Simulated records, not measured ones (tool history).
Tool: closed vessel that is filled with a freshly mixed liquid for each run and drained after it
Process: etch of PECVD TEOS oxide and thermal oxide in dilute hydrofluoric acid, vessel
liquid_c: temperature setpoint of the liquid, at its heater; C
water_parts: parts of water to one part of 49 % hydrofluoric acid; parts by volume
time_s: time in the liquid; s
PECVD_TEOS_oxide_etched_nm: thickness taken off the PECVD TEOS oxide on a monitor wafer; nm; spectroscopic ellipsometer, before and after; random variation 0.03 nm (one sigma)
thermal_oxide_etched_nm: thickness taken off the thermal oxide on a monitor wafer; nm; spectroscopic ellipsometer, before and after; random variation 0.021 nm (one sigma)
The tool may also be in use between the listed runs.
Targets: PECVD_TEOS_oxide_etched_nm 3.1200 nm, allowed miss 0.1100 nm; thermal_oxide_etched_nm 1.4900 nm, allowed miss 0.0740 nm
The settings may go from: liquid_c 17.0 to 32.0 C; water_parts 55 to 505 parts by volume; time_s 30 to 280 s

run,day,liquid_c,water_parts,time_s,PECVD_TEOS_oxide_etched_nm,thermal_oxide_etched_nm
1,0.000,24.0,280,145,4.9373,2.4568
2,0.242,24.0,280,190,6.6578,3.1926
3,0.600,23.0,300,190,5.7917,2.7737
4,0.783,23.0,300,145,4.4560,2.1234
5,0.867,23.0,300,85,2.5677,1.2404
6,1.200,24.5,300,85,2.7374,1.3270
7,1.267,25.0,300,85,2.8036,1.3098
8,1.579,25.0,295,85,2.9056,1.3677
9,1.721,25.0,285,85,2.9971,1.4102
10,1.792,24.5,280,85,2.9536,1.4471
11,1.871,24.5,280,85,3.0055,1.4700

4 next moves are on the table. One of them brings every result within its allowed miss. Which?
A,1.950,25.5,310,105,?,?
B,1.950,28.5,375,105,?,?
C,1.950,20.0,225,80,?,?
D,1.950,21.0,350,125,?,?

move,PECVD_TEOS_oxide_etched_nm,thermal_oxide_etched_nm
A,3.3628,1.6177
B,2.8735,1.3823
C,3.1471,1.5139
D,2.9250,1.4070
A: takes the result that was furthest off past its target
B: further off than the last run
C: meets every target
D: further off than the last run
The right move is C.
